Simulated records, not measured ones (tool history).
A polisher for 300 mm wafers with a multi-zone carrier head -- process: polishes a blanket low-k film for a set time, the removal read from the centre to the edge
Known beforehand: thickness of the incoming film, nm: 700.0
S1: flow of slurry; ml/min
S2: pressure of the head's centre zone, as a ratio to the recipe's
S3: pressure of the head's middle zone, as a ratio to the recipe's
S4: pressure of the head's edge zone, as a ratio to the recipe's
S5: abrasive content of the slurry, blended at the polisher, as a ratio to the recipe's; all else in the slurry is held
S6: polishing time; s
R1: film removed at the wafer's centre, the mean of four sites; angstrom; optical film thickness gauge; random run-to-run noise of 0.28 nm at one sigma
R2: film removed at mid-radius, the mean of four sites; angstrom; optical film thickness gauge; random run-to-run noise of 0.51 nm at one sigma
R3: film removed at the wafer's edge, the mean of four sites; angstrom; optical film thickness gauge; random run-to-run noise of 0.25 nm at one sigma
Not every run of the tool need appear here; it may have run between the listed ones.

Run 1, hour 0.0: S1 285 ml/min, S2 1.00, S3 1.00, S4 1.00, S5 1.00, S6 50 s. Result: R1 203.22 angstrom, R2 207.48 angstrom, R3 201.36 angstrom.
Run 2, hour 0.6: S1 290 ml/min, S2 0.99, S3 1.04, S4 1.04, S5 1.15, S6 52 s. Result: R1 228.88 angstrom, R2 233.82 angstrom, R3 230.89 angstrom.
Run 3, hour 4.6: S1 295 ml/min, S2 0.96, S3 1.09, S4 1.04, S5 1.25, S6 54 s. Result: R1 237.29 angstrom, R2 275.27 angstrom, R3 248.75 angstrom.
Run 4, hour 7.3: S1 300 ml/min, S2 0.97, S3 1.11, S4 1.08, S5 1.35, S6 55 s. Result: R1 252.71 angstrom, R2 285.90 angstrom, R3 262.87 angstrom.
Run 5, hour 10.9: S1 300 ml/min, S2 0.96, S3 1.12, S4 1.09, S5 1.40, S6 57 s. Result: R1 266.46 angstrom, R2 302.49 angstrom, R3 286.36 angstrom.
Run 6, hour 13.2: S1 305 ml/min, S2 0.96, S3 1.14, S4 1.10, S5 1.45, S6 58 s. Result: R1 276.51 angstrom, R2 315.38 angstrom, R3 293.18 angstrom.

Run 7 comes next. What will it give?
Run 7, hour 21.7: S1 305 ml/min, S2 0.96, S3 1.15, S4 1.11, S5 1.45, S6 59 s. Result: R1 ?, R2 ?, R3 ?.

R1: 278.04 angstrom
R2: 329.22 angstrom
R3: 294.00 angstrom

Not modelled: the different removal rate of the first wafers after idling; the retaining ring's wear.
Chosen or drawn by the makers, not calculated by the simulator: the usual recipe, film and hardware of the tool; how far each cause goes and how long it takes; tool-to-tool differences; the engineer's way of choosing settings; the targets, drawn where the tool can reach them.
